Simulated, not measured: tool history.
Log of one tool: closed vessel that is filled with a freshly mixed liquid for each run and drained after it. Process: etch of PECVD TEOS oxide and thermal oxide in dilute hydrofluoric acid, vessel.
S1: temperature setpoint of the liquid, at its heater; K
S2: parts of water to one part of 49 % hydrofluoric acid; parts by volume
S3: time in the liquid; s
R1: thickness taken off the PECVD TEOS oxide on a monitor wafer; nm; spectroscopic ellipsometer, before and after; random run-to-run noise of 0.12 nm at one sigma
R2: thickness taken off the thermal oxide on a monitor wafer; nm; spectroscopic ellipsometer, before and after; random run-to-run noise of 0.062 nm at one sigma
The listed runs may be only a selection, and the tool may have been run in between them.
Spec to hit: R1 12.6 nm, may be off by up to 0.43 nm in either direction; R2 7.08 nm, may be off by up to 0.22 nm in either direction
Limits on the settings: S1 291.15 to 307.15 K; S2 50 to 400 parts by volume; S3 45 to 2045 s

Run 1, day 0: S1 299.15 K, S2 225 parts by volume, S3 1045 s. Result: R1 37.673 nm, R2 21.214 nm.
Run 2, day 0.383: S1 299.15 K, S2 225 parts by volume, S3 1375 s. Result: R1 49.499 nm, R2 27.704 nm.
Run 3, day 0.617: S1 302.15 K, S2 225 parts by volume, S3 1375 s. Result: R1 55.735 nm, R2 30.629 nm.
Run 4, day 0.8: S1 302.15 K, S2 290 parts by volume, S3 1375 s. Result: R1 39.229 nm, R2 22.06 nm.
Run 5, day 0.942: S1 301.15 K, S2 300 parts by volume, S3 1340 s. Result: R1 35.026 nm, R2 19.99 nm.
Run 6, day 1.054: S1 297.65 K, S2 300 parts by volume, S3 1340 s. Result: R1 31.926 nm, R2 17.756 nm.
Run 7, day 1.45: S1 293.65 K, S2 390 parts by volume, S3 1025 s. Result: R1 14.947 nm, R2 8.3345 nm.
Run 8, day 1.646: S1 293.65 K, S2 390 parts by volume, S3 1025 s. Result: R1 15.085 nm, R2 8.3587 nm.
At day 2.017: thermometer replaced.
Run 9, day 2.017: S1 293.65 K, S2 390 parts by volume, S3 1010 s. Result: R1 14.351 nm, R2 8.0094 nm.
Run 10, day 2.333: S1 293.65 K, S2 390 parts by volume, S3 1005 s. Result: R1 14.13 nm, R2 7.96 nm.
Run 11, day 2.525: S1 293.65 K, S2 390 parts by volume, S3 1000 s. Result: R1 14.056 nm, R2 7.9603 nm.
Run 12, day 2.767: S1 293.15 K, S2 390 parts by volume, S3 1000 s. Result: R1 14.177 nm, R2 7.7072 nm.

5 next moves are on the table. One of them brings every result within its allowed miss. Which?
Run A, day 3.008: S1 292.65 K, S2 395 parts by volume, S3 950 s. Result: R1 ?, R2 ?.
Run B, day 3.008: S1 291.15 K, S2 305 parts by volume, S3 790 s. Result: R1 ?, R2 ?.
Run C, day 3.008: S1 292.15 K, S2 400 parts by volume, S3 1155 s. Result: R1 ?, R2 ?.
Run D, day 3.008: S1 296.15 K, S2 390 parts by volume, S3 905 s. Result: R1 ?, R2 ?.
Run E, day 3.008: S1 294.65 K, S2 365 parts by volume, S3 875 s. Result: R1 ?, R2 ?.

move      R1      R2
   A  12.789  7.1504
   B  14.065  7.8635
   C  15.026  8.4011
   D   13.97  7.8104
   E  14.018  7.8375
A: every result within its allowed miss
B: about as far from the targets as the last run
C: the biggest miss grows against the last run
D: moves toward the targets from the last run without getting all of them in spec
E: moves toward the targets from the last run without getting all of them in spec
Correct choice: A, which meets every target

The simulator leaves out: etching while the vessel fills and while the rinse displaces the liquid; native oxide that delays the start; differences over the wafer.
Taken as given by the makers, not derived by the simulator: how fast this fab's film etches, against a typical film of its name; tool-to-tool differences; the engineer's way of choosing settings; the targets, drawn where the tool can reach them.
